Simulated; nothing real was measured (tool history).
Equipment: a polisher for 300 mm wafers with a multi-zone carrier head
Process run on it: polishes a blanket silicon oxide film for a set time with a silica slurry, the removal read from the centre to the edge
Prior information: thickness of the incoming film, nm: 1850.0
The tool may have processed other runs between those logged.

run  hour  flow of slurry (ml/min)  pressure of the head's centre zone  pressure of the head's middle zone  pressure of the head's edge zone  abrasive content of the slurry  polishing time (s)  film removed at the wafer's centre (angstrom)  film removed at mid-radius (angstrom)  film removed at the wafer's edge (angstrom)
  1     0                      240                                   1                                   1                                 1                               1                  73                                         2627.9                                 2725.8                                       2677.5
  2   7.8                      240                                   1                                   1                              0.95                               1                  73                                         2650.1                                 2668.3                                       2576.9
  3  12.8                      215                                   1                                   1                              0.95                               1                  73                                           2631                                 2681.3                                       2555.4
  4  18.9                      215                                   1                                   1                              0.87                               1                  73                                         2537.1                                 2637.9                                       2500.6
  5  20.4                      210                                0.99                                0.98                              0.86                             0.9                  68                                         2237.9                                 2371.6                                         2153
  6  22.1                      235                                0.99                                0.98                              0.86                             0.9                  68                                         2359.3                                 2372.6                                       2192.2
  7  25.6                      230                                0.96                                0.94                              0.91                             0.8                  63                                         1935.3                                 2036.1                                       1957.7
  8  26.5                      235                                0.95                                0.92                              0.91                            0.75                  61                                         1791.4                                 1850.4                                       1838.3
  9  32.4                      235                                0.94                                0.91                               0.9                             0.7                  60                                         1664.9                                 1715.5                                       1734.9
 10  40.6                      230                                0.93                                0.89                              0.81                             0.5                  56                                         1271.9                                 1289.4                                       1245.5
 11  45.3                      240                                0.93                                0.89                              0.83                             0.5                  56                                         1293.6                                 1261.9                                         1272
 12  50.9                      240                                0.93                                 0.9                              0.85                             0.5                  56                                         1254.2                                 1272.4                                       1291.4
 13  54.9                      235                                0.94                                0.91                              0.86                             0.5                  56                                         1288.8                                 1288.3                                       1286.9

For run 14, what comes out?
 14  57.1                      235                                0.94                                0.91                              0.86                             0.5                  56                                              ?                                      ?                                            ?

{"run 14": {"film removed at the wafer's centre (angstrom)": 1277.5, "film removed at mid-radius (angstrom)": 1295, "film removed at the wafer's edge (angstrom)": 1300.2}}
